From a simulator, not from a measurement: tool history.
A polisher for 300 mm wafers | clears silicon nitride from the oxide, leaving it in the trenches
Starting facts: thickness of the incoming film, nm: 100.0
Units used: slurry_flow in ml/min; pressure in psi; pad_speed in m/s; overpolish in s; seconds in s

{"run": 1, "hour": 0.0, "slurry_flow": 300, "pressure": 2.4, "pad_speed": 1.0, "overpolish": 4, "seconds": 117.87}
{"run": 2, "hour": 1.5, "slurry_flow": 300, "pressure": 2.6, "pad_speed": 1.0, "overpolish": 4, "seconds": 109.36}
{"run": 3, "hour": 7.8, "slurry_flow": 340, "pressure": 2.6, "pad_speed": 1.0, "overpolish": 4, "seconds": 106.98}
{"run": 4, "hour": 9.9, "slurry_flow": 340, "pressure": 2.7, "pad_speed": 1.0, "overpolish": 4, "seconds": 108.13}
{"run": 5, "hour": 16.5, "slurry_flow": 340, "pressure": 2.7, "pad_speed": 1.0, "overpolish": 3, "seconds": 108.89}
{"run": 6, "hour": 20.7, "slurry_flow": 385, "pressure": 2.7, "pad_speed": 1.0, "overpolish": 3, "seconds": 106.19}
{"run": 7, "hour": 23.4, "slurry_flow": 385, "pressure": 2.8, "pad_speed": 1.02, "overpolish": 3, "seconds": 99.27}

The next listed run, before its measurement:
{"run": 8, "hour": 30.0, "slurry_flow": 385, "pressure": 2.9, "pad_speed": 1.02, "overpolish": 3, "seconds": "?"}

seconds: 97.219 s
